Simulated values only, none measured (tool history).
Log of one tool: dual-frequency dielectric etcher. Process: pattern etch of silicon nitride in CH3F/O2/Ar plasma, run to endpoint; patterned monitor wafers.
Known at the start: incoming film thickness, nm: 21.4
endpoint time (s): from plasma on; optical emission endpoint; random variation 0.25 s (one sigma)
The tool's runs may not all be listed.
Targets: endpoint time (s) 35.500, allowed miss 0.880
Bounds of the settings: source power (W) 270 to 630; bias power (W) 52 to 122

run,hour,source power (W),bias power (W),endpoint time (s)
1,0.0,450,87,25.884
2,8.8,480,87,25.415
3,11.1,480,94,24.436
4,14.5,440,86,26.370
# hour 16.2: source power generator calibrated
5,16.2,400,86,29.050
6,16.7,400,95,27.454
7,19.8,380,92,28.834
8,28.3,360,90,29.812
9,34.3,340,88,31.408
10,36.6,330,87,31.979
11,40.5,320,86,32.943
12,41.8,310,86,33.673
13,47.4,300,86,34.372

Which of these 4 next moves meets every target?
A,53.0,320,75,?
B,53.0,340,79,?
C,53.0,300,96,?
D,53.0,320,81,?

move,endpoint time (s)
A,35.271
B,33.064
C,32.582
D,33.946
A: meets every target
B: further off than the last run
C: further off than the last run
D: further off than the last run
Answer: A
